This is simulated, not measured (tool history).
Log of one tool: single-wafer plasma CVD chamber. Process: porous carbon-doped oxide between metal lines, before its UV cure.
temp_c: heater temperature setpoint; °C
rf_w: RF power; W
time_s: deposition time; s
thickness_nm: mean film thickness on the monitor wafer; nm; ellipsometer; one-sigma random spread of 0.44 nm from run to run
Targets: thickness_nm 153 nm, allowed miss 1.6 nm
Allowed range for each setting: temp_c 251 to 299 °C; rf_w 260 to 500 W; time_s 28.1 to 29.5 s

run 1 hour=0 | temp_c=275 rf_w=380 time_s=29.5 | thickness_nm=134.27
run 2 hour=4.8 | temp_c=284 rf_w=380 time_s=29.5 | thickness_nm=126.53
run 3 hour=6.3 | temp_c=277 rf_w=380 time_s=29.5 | thickness_nm=132.05
run 4 hour=14.9 | temp_c=277 rf_w=410 time_s=29.5 | thickness_nm=140.77
run 5 hour=21.5 | temp_c=269 rf_w=410 time_s=29.5 | thickness_nm=147.1
run 6 hour=29.4 | temp_c=269 rf_w=410 time_s=28.1 | thickness_nm=141.22
run 7 hour=37 | temp_c=266 rf_w=410 time_s=28.1 | thickness_nm=144.17
-- hour=39 thermocouple changed; heater temperature recalibrated
run 8 hour=39 | temp_c=264 rf_w=410 time_s=28.1 | thickness_nm=148.51
run 9 hour=45.7 | temp_c=263 rf_w=410 time_s=28.1 | thickness_nm=150.62
run 10 hour=48.3 | temp_c=262 rf_w=410 time_s=28.1 | thickness_nm=151.31

Consider the 5 candidate settings below. Which is the only one whose results all fall within their allowed miss of target?
run A hour=50.9 | temp_c=252 rf_w=385 time_s=28.5 | thickness_nm=?
run B hour=50.9 | temp_c=264 rf_w=410 time_s=28.9 | thickness_nm=?
run C hour=50.9 | temp_c=268 rf_w=440 time_s=28.7 | thickness_nm=?
run D hour=50.9 | temp_c=284 rf_w=450 time_s=29.5 | thickness_nm=?
run E hour=50.9 | temp_c=256 rf_w=385 time_s=28.1 | thickness_nm=?

move=A thickness_nm=157.19
move=B thickness_nm=153.61
move=C thickness_nm=156.81
move=D thickness_nm=147.39
move=E thickness_nm=150.63
A: moves the result that the last run missed by most past its target, out the other side
B: hits every target within its allowed miss
C: moves the result that the last run missed by most past its target, out the other side
D: lands further from the targets than the last run did
E: lands further from the targets than the last run did
Move B is the one to make.
